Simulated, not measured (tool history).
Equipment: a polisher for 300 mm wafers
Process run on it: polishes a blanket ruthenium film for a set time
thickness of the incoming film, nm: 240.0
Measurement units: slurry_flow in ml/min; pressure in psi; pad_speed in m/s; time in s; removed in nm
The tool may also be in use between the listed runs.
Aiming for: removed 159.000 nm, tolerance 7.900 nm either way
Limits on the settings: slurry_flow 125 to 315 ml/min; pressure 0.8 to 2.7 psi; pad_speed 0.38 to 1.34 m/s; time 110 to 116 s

run  hour  slurry_flow  pressure  pad_speed  time  removed
  1   0.0          205       1.7       0.86   110   91.809
  2   6.7          205       1.9       0.86   110   99.087
  3  15.3          205       2.1       0.86   110  108.260
  4  18.0          205       2.1       0.74   110   95.604
  5  22.1          205       2.2       0.78   110  105.870
  6  25.6          205       2.3       0.80   110  112.140
  7  30.7          205       2.4       0.82   110  121.930
  8  32.6          205       2.5       0.84   110  130.720
  9  41.5          205       2.5       0.86   110  130.530
 10  49.3          205       2.5       0.88   110  131.870
 11  57.7          205       2.5       0.90   110  137.140
 12  63.1          205       2.6       0.92   110  146.820

Pick the move, out of 4, that brings all results within their allowed miss; only one does.
  A  68.5          240       2.6       0.96   115        ?
  B  68.5          240       2.5       0.80   110        ?
  C  68.5          275       2.7       0.74   110        ?
  D  68.5          225       2.6       0.88   110        ?

move  removed
   A  159.980
   B  123.380
   C  125.250
   D  139.510
A: in spec on every target
B: lands further from the targets than the last run did
C: lands further from the targets than the last run did
D: lands further from the targets than the last run did
The right move is A.
